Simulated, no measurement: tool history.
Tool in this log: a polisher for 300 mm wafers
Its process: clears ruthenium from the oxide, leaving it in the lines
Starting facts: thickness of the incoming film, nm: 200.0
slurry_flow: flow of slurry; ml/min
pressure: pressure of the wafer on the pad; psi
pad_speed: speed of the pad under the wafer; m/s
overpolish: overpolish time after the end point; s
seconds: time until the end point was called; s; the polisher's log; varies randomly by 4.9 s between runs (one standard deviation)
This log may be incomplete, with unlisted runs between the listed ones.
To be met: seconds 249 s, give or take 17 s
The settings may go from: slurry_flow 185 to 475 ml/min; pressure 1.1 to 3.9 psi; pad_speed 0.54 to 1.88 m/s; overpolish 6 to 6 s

| run | hour | slurry_flow | pressure | pad_speed | overpolish | seconds |
|---|---|---|---|---|---|---|
| 1 | 0 | 305 | 2.5 | 1.2 | 6 | 134.95 |
| 2 | 5 | 305 | 2.5 | 1.06 | 6 | 150.08 |
| 3 | 11.6 | 305 | 2.5 | 1.24 | 6 | 133.53 |
| 4 | 20.4 | 355 | 2.5 | 1.24 | 6 | 131.65 |
| 5 | 29.1 | 415 | 2.5 | 1.24 | 6 | 128.43 |
| 6 | 37.4 | 415 | 2.3 | 1.2 | 6 | 143.94 |
| 7 | 43.9 | 415 | 2.1 | 1.18 | 6 | 154.39 |
| 8 | 51.5 | 415 | 1.9 | 1.14 | 6 | 168.2 |
| 9 | 53.1 | 415 | 1.8 | 1.1 | 6 | 184.13 |
| 10 | 56.9 | 415 | 1.7 | 1.08 | 6 | 195.99 |
|  | 65.4 | slurry nozzle cleaned |
| 11 | 65.4 | 415 | 1.6 | 1.08 | 6 | 206.68 |
| 12 | 68.6 | 415 | 1.5 | 1.08 | 6 | 218.15 |

Consider the 4 candidate settings below. Which is the only one whose results all fall within their allowed miss of target?
| A | 71.8 | 455 | 2.1 | 0.96 | 6 | ? |
| B | 71.8 | 410 | 1.8 | 1.06 | 6 | ? |
| C | 71.8 | 400 | 1.3 | 1.66 | 6 | ? |
| D | 71.8 | 330 | 1.3 | 1.1 | 6 | ? |

| move | seconds |
|---|---|
| A | 169.24 |
| B | 186.15 |
| C | 188.49 |
| D | 252.22 |
A: its largest miss is bigger than the last run's
B: its largest miss is bigger than the last run's
C: its largest miss is bigger than the last run's
D: each result inside its tolerance
D meets every target.

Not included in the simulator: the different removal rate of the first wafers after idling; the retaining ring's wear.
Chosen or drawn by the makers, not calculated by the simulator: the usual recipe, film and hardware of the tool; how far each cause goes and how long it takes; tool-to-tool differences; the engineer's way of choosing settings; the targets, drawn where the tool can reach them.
